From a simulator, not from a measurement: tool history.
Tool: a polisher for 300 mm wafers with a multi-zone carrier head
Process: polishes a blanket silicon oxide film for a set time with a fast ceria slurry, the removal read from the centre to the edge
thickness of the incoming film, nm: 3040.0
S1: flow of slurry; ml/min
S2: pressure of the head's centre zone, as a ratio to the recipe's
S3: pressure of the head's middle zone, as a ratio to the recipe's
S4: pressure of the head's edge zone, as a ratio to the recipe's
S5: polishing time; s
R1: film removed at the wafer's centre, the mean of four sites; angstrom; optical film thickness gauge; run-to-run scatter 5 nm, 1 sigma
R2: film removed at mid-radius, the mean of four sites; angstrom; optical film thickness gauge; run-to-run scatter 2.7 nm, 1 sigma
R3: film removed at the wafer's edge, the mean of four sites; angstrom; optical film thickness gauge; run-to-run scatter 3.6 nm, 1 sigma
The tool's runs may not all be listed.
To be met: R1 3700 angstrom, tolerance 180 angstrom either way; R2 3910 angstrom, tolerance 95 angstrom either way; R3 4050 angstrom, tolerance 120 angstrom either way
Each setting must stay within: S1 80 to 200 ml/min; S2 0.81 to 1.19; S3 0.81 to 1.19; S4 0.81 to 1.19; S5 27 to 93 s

run 1 hour=0 | S1=130 S2=1 S3=1 S4=1 S5=59 | R1=5972.6 R2=5952.4 R3=5958.3
run 2 hour=5.6 | S1=130 S2=1.07 S3=1 S4=1 S5=59 | R1=6450.5 R2=6042.3 R3=5981.5
run 3 hour=9.1 | S1=125 S2=1.03 S3=0.98 S4=0.97 S5=55 | R1=5682.3 R2=5439 R3=5424.3
run 4 hour=13.2 | S1=125 S2=1.07 S3=0.98 S4=0.97 S5=55 | R1=5752.6 R2=5463.9 R3=5488.4
run 5 hour=17.4 | S1=120 S2=1.04 S3=0.96 S4=0.94 S5=52 | R1=5577.6 R2=4990.8 R3=5041.2
run 6 hour=21.4 | S1=95 S2=1.04 S3=0.96 S4=0.94 S5=52 | R1=5065.9 R2=4813.2 R3=4966.7
run 7 hour=22.4 | S1=90 S2=1 S3=0.96 S4=0.93 S5=50 | R1=4695.7 R2=4614.7 R3=4614.4
run 8 hour=27.5 | S1=90 S2=0.97 S3=0.95 S4=0.93 S5=49 | R1=4496 R2=4400.3 R3=4548.6
run 9 hour=30.1 | S1=90 S2=0.97 S3=0.95 S4=0.93 S5=49 | R1=4368.9 R2=4389 R3=4660.3
run 10 hour=36.1 | S1=90 S2=0.9 S3=0.92 S4=0.83 S5=42 | R1=3501.1 R2=3728.1 R3=3733.1
run 11 hour=38.3 | S1=95 S2=0.9 S3=0.92 S4=0.85 S5=42 | R1=3572.5 R2=3770.7 R3=3856.4
run 12 hour=46.3 | S1=100 S2=0.9 S3=0.92 S4=0.86 S5=42 | R1=3575.7 R2=3854.7 R3=3903.6
run 13 hour=54.3 | S1=100 S2=0.9 S3=0.92 S4=0.87 S5=42 | R1=3560.8 R2=3805 R3=3878.1
run 14 hour=55.5 | S1=105 S2=0.9 S3=0.92 S4=0.88 S5=42 | R1=3654 R2=3826 R3=3914.1

Next run, 4 choices. One meets every target within its allowed miss, the rest don't. Which?
run A hour=56.7 | S1=80 S2=0.91 S3=0.93 S4=0.89 S5=45 | R1=? R2=? R3=?
run B hour=56.7 | S1=105 S2=0.93 S3=0.91 S4=0.84 S5=41 | R1=? R2=? R3=?
run C hour=56.7 | S1=80 S2=0.97 S3=0.98 S4=0.91 S5=42 | R1=? R2=? R3=?
run D hour=56.7 | S1=100 S2=0.94 S3=0.88 S4=0.91 S5=42 | R1=? R2=? R3=?

move=A R1=3757.6 R2=3927.9 R3=4069.9
move=B R1=3737.5 R2=3720.4 R3=3768.3
move=C R1=3741.6 R2=3829.2 R3=3829.7
move=D R1=3826.3 R2=3670.3 R3=3958.7
A: in spec on every target
B: the biggest miss grows against the last run
C: the biggest miss grows against the last run
D: meets the target for the result that was furthest off, but another lies outside its allowed miss
The move that meets every target is A.

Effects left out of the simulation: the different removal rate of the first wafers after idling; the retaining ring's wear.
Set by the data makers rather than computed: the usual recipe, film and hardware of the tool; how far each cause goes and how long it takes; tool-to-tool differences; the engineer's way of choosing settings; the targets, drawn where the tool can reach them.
